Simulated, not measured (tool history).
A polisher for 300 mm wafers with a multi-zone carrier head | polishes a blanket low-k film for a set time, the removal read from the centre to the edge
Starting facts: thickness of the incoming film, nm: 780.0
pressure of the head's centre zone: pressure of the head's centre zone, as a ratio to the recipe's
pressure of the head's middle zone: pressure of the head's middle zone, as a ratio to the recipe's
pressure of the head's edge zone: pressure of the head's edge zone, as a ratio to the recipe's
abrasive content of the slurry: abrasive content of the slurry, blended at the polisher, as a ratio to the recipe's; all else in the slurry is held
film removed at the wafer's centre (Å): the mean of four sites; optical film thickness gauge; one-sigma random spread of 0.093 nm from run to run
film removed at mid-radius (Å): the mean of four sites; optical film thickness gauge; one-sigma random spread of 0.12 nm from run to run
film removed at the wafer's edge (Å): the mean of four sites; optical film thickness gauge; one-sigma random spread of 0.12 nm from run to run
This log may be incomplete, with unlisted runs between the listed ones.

run  hour  flow of slurry (ml/min)  pressure of the head's centre zone  pressure of the head's middle zone  pressure of the head's edge zone  abrasive content of the slurry  polishing time (s)  film removed at the wafer's centre (Å)  film removed at mid-radius (Å)  film removed at the wafer's edge (Å)
  1   0.0                      315                                1.00                                1.00                              1.00                            1.00                  60                                  147.34                          147.76                                151.24
  2   1.6                      315                                1.00                                1.00                              1.00                            1.00                  71                                  175.77                          176.09                                174.20
  3   6.3                      315                                1.08                                1.00                              1.00                            1.00                  71                                  188.78                          174.36                                176.60
  4  13.7                      315                                1.08                                1.00                              1.07                            1.00                  71                                  187.14                          175.01                                182.07
  5  20.7                      315                                1.05                                1.02                              1.04                            0.90                  67                                  165.54                          160.40                                161.48
  6  24.4                      315                                1.14                                1.02                              1.04                            0.90                  67                                  172.93                          159.82                                161.94
  7  26.9                      310                                1.10                                1.04                              1.02                            0.85                  63                                  154.53                          146.42                                146.61

Run 8 has not been measured yet. What should we expect?
  8  32.8                      310                                1.06                                1.06                              1.01                            0.80                  60                                       ?                               ?                                     ?

Run 8 measured film removed at the wafer's centre (Å) 139.49, film removed at mid-radius (Å) 138.83, film removed at the wafer's edge (Å) 130.56.

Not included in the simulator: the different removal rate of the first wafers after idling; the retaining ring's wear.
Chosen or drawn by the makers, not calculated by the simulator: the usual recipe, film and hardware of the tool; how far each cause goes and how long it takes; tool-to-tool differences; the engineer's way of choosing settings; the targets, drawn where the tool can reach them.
